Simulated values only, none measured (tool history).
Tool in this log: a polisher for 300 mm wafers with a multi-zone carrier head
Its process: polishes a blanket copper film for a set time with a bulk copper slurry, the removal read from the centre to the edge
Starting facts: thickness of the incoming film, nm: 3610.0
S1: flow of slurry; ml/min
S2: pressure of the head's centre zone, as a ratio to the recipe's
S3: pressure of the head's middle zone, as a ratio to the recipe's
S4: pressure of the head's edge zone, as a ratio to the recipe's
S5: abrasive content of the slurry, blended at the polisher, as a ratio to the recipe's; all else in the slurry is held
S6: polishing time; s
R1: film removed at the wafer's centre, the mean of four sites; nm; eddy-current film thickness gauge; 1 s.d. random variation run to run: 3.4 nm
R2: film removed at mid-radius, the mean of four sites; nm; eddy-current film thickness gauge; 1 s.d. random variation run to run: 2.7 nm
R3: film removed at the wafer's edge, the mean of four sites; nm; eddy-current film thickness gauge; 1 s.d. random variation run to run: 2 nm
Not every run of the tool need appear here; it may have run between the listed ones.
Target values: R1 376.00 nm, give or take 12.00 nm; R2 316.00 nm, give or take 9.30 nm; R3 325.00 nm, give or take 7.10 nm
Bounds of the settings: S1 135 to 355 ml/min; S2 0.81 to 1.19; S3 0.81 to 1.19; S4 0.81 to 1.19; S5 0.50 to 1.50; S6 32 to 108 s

{"run": 1, "hour": 0.0, "S1": 225, "S2": 1.0, "S3": 1.0, "S4": 1.0, "S5": 1.0, "S6": 70, "R1": 531.23, "R2": 541.37, "R3": 524.65}
{"run": 2, "hour": 2.4, "S1": 225, "S2": 1.07, "S3": 1.0, "S4": 1.0, "S5": 1.0, "S6": 70, "R1": 567.53, "R2": 547.63, "R3": 528.12}
{"run": 3, "hour": 5.8, "S1": 220, "S2": 1.07, "S3": 0.96, "S4": 0.96, "S5": 0.85, "S6": 64, "R1": 517.56, "R2": 473.39, "R3": 455.55}
{"run": 4, "hour": 10.0, "S1": 205, "S2": 1.05, "S3": 0.92, "S4": 0.94, "S5": 0.75, "S6": 60, "R1": 449.43, "R2": 414.6, "R3": 413.6}
{"run": 5, "hour": 18.9, "S1": 205, "S2": 1.06, "S3": 0.89, "S4": 0.91, "S5": 0.7, "S6": 57, "R1": 433.7, "R2": 376.22, "R3": 381.48}
{"run": 6, "hour": 22.2, "S1": 200, "S2": 1.05, "S3": 0.87, "S4": 0.88, "S5": 0.65, "S6": 56, "R1": 415.67, "R2": 354.41, "R3": 359.46}
{"run": 7, "hour": 29.2, "S1": 190, "S2": 1.04, "S3": 0.86, "S4": 0.86, "S5": 0.6, "S6": 56, "R1": 402.05, "R2": 346.65, "R3": 351.6}
{"run": 8, "hour": 30.0, "S1": 185, "S2": 1.04, "S3": 0.85, "S4": 0.85, "S5": 0.55, "S6": 56, "R1": 383.63, "R2": 343.61, "R3": 346.73}
{"run": 9, "hour": 35.2, "S1": 185, "S2": 1.04, "S3": 0.85, "S4": 0.85, "S5": 0.55, "S6": 56, "R1": 388.3, "R2": 337.57, "R3": 345.13}
{"run": 10, "hour": 40.6, "S1": 185, "S2": 1.04, "S3": 0.85, "S4": 0.85, "S5": 0.55, "S6": 56, "R1": 393.18, "R2": 338.02, "R3": 348.52}
{"run": 11, "hour": 41.1, "S1": 185, "S2": 1.04, "S3": 0.85, "S4": 0.84, "S5": 0.55, "S6": 55, "R1": 387.8, "R2": 332.29, "R3": 337.25}
{"run": 12, "hour": 43.5, "S1": 175, "S2": 1.04, "S3": 0.84, "S4": 0.83, "S5": 0.55, "S6": 55, "R1": 383.05, "R2": 324.57, "R3": 332.9}

Of the 4 settings listed for the next run, only one would bring every result within its allowed miss of target. Which one?
{"run": "A", "hour": 45.9, "S1": 200, "S2": 1.08, "S3": 0.85, "S4": 0.87, "S5": 0.5, "S6": 52, "R1": "?", "R2": "?", "R3": "?"}
{"run": "B", "hour": 45.9, "S1": 215, "S2": 1.07, "S3": 0.93, "S4": 0.81, "S5": 0.9, "S6": 47, "R1": "?", "R2": "?", "R3": "?"}
{"run": "C", "hour": 45.9, "S1": 190, "S2": 1.02, "S3": 0.86, "S4": 0.87, "S5": 0.65, "S6": 50, "R1": "?", "R2": "?", "R3": "?"}
{"run": "D", "hour": 45.9, "S1": 175, "S2": 1.0, "S3": 0.98, "S4": 0.84, "S5": 0.5, "S6": 52, "R1": "?", "R2": "?", "R3": "?"}

move=A R1=381.62 R2=314.06 R3=325.20
move=B R1=381.51 R2=340.99 R3=316.51
move=C R1=359.39 R2=316.59 R3=325.02
move=D R1=347.53 R2=348.33 R3=315.97
A: each result inside its tolerance
B: pushes the last run's worst result past its target
C: gets the furthest-off result to its target, but another result is out of tolerance
D: pushes the last run's worst result past its target
Answer: A
